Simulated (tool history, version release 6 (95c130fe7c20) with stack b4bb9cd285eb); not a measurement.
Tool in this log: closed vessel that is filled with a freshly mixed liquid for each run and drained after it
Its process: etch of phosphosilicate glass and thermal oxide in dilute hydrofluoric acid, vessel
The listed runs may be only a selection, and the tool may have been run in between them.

run,hour,temperature setpoint of the liquid (K),parts of water to one part of 49 % hydrofluoric acid (parts by volume),time in the liquid (s),thickness taken off the phosphosilicate glass on a monitor wafer (nm),thickness taken off the thermal oxide on a monitor wafer (nm)
1,0.0,293.15,270,60,18.763,0.80641
2,0.6,293.15,350,60,13.482,0.54752
3,4.8,294.15,350,60,13.993,0.57171
4,8.6,294.15,285,60,18.074,0.76099
5,15.0,293.65,285,60,17.901,0.73665
6,20.1,293.65,325,60,15.066,0.59673

The next listed run, before its measurement:
7,25.9,294.15,325,60,?,?

{"run 7": {"thickness taken off the phosphosilicate glass on a monitor wafer (nm)": 15.391, "thickness taken off the thermal oxide on a monitor wafer (nm)": 0.62586}}
